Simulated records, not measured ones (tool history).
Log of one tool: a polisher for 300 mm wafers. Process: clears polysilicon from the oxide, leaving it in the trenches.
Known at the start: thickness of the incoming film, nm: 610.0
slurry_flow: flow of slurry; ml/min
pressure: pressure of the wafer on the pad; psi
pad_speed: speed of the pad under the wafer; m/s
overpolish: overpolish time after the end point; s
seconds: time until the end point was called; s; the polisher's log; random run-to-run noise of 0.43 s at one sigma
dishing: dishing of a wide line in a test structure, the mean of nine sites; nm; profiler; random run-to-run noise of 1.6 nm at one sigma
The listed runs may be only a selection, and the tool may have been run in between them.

{"run": 1, "hour": 0.0, "slurry_flow": 185, "pressure": 2.4, "pad_speed": 0.88, "overpolish": 14, "seconds": 74.809, "dishing": 67.199}
{"run": 2, "hour": 2.8, "slurry_flow": 190, "pressure": 2.8, "pad_speed": 0.9, "overpolish": 13, "seconds": 63.075, "dishing": 68.578}
{"run": 3, "hour": 6.0, "slurry_flow": 190, "pressure": 2.8, "pad_speed": 0.9, "overpolish": 18, "seconds": 62.097, "dishing": 75.074}
{"run": 4, "hour": 6.6, "slurry_flow": 190, "pressure": 2.8, "pad_speed": 1.02, "overpolish": 18, "seconds": 56.405, "dishing": 80.851}
{"run": 5, "hour": 13.5, "slurry_flow": 195, "pressure": 3, "pad_speed": 1.02, "overpolish": 16, "seconds": 52.75, "dishing": 74.656}
{"run": 6, "hour": 16.6, "slurry_flow": 195, "pressure": 3, "pad_speed": 1.02, "overpolish": 14, "seconds": 52.868, "dishing": 71.935}
{"run": 7, "hour": 17.5, "slurry_flow": 210, "pressure": 3.6, "pad_speed": 1.04, "overpolish": 12, "seconds": 43.894, "dishing": 74.091}
{"run": 8, "hour": 25.9, "slurry_flow": 210, "pressure": 3.6, "pad_speed": 1.06, "overpolish": 12, "seconds": 43.783, "dishing": 71.034}

For run 9, what comes out?
{"run": 9, "hour": 31.0, "slurry_flow": 210, "pressure": 3.6, "pad_speed": 1.06, "overpolish": 13, "seconds": "?", "dishing": "?"}

{"run 9": {"seconds": 43.251, "dishing": 78.282}}

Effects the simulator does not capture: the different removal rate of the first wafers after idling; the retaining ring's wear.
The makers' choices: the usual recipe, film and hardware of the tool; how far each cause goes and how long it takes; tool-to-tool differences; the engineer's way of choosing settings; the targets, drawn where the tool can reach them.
